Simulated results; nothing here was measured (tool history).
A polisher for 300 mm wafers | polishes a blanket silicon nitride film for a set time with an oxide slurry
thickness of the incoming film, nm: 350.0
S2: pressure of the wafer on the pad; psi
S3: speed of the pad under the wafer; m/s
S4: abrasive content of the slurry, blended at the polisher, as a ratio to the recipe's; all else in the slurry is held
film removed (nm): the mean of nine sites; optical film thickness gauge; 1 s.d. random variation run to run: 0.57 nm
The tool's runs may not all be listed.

run 1 hour=0.0 | flow_of_slurry_(ml/min)=235 S2=4.5 S3=1.42 S4=1.0 polishing_time_(s)=119 | film_removed_(nm)=103.920
run 2 hour=2.4 | flow_of_slurry_(ml/min)=235 S2=5.5 S3=1.42 S4=1.0 polishing_time_(s)=119 | film_removed_(nm)=126.420
run 3 hour=6.4 | flow_of_slurry_(ml/min)=230 S2=5.1 S3=1.42 S4=1.0 polishing_time_(s)=119 | film_removed_(nm)=117.130
run 4 hour=14.8 | flow_of_slurry_(ml/min)=230 S2=5.1 S3=1.64 S4=1.0 polishing_time_(s)=119 | film_removed_(nm)=128.940
run 5 hour=23.5 | flow_of_slurry_(ml/min)=230 S2=5.1 S3=1.64 S4=0.9 polishing_time_(s)=119 | film_removed_(nm)=119.650
run 6 hour=27.5 | flow_of_slurry_(ml/min)=230 S2=5.1 S3=1.34 S4=0.9 polishing_time_(s)=119 | film_removed_(nm)=108.740
run 7 hour=30.5 | flow_of_slurry_(ml/min)=230 S2=4.8 S3=1.34 S4=0.9 polishing_time_(s)=119 | film_removed_(nm)=102.850

Estimate the outcome of run 8 from the log above:
run 8 hour=34.0 | flow_of_slurry_(ml/min)=230 S2=4.6 S3=1.34 S4=0.9 polishing_time_(s)=119 | film_removed_(nm)=?

{"run 8": {"film removed (nm)": 99.406}}

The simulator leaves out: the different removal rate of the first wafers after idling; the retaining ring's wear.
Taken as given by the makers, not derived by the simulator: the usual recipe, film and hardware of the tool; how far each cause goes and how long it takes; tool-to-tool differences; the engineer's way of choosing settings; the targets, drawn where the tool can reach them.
